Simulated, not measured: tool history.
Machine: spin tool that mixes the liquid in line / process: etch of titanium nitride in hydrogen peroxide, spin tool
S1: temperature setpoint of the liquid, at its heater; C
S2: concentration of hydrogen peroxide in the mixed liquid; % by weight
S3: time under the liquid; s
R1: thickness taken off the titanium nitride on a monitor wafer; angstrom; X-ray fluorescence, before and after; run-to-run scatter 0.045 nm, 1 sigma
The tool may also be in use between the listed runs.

Run 1, hour 0: S1 55 C, S2 18 % by weight, S3 295 s. Result: R1 155.68 angstrom.
Run 2, hour 7.1: S1 53.5 C, S2 18 % by weight, S3 295 s. Result: R1 138.66 angstrom.
Run 3, hour 14.6: S1 52.5 C, S2 18 % by weight, S3 295 s. Result: R1 129.74 angstrom.
Run 4, hour 17: S1 51.5 C, S2 18 % by weight, S3 295 s. Result: R1 121 angstrom.
Run 5, hour 21.3: S1 51.5 C, S2 15.5 % by weight, S3 295 s. Result: R1 116.93 angstrom.
At hour 22.6: peroxide flow meter replaced.
Run 6, hour 22.6: S1 50.5 C, S2 15.5 % by weight, S3 295 s. Result: R1 110.08 angstrom.
Run 7, hour 25.8: S1 49.5 C, S2 15.5 % by weight, S3 295 s. Result: R1 103.7 angstrom.
Run 8, hour 30.3: S1 49 C, S2 15.5 % by weight, S3 295 s. Result: R1 99.909 angstrom.

Run 9, settings as shown, results not yet in. Your forecast:
Run 9, hour 34.9: S1 48.5 C, S2 15.5 % by weight, S3 295 s. Result: R1 ?.

R1: 96.062 angstrom

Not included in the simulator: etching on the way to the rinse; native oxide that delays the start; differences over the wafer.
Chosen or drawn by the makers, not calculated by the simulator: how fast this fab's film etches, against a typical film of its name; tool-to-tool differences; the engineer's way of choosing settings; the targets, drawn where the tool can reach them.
